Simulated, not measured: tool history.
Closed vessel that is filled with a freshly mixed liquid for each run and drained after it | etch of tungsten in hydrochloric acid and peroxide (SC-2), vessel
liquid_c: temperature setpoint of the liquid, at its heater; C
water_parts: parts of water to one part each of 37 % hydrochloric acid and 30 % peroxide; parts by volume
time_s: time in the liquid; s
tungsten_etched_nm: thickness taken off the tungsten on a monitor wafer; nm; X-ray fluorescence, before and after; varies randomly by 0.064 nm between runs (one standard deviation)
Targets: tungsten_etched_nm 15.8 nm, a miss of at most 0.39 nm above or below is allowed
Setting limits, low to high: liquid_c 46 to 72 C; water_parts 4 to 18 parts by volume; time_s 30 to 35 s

run	hour	liquid_c	water_parts	time_s	tungsten_etched_nm
1	0	62	10	35	8.6535
2	6.3	59	10	35	7.1184
3	12.6	60.5	10	35	7.8476
4	20.1	60.5	7.5	35	9.9386
5	22.2	60.5	10	35	7.9136
6	24	55.5	10	35	5.7425
7	26	57.5	10	35	6.5207
8	27.5	59	10	35	7.1484
9	28.7	60.5	10	35	7.8635
10	37.7	61.5	10	35	8.3973
11	39.4	69.5	10	35	13.549
12	40.4	70	10	35	14.025

Which one of the following 5 next-run settings gets every result inside its allowed miss? There is exactly one.
A	41.4	68.5	8.5	35	?
B	41.4	72	10.5	35	?
C	41.4	71.5	9.5	35	?
D	41.4	70	8	35	?
E	41.4	71	11	35	?

move	tungsten_etched_nm
A	14.559
B	15.037
C	15.873
D	16.711
E	13.635
A: moves toward the targets from the last run without getting all of them in spec
B: moves toward the targets from the last run without getting all of them in spec
C: each result inside its tolerance
D: takes the result that was furthest off past its target
E: its largest miss is bigger than the last run's
Correct choice: C, which meets every target
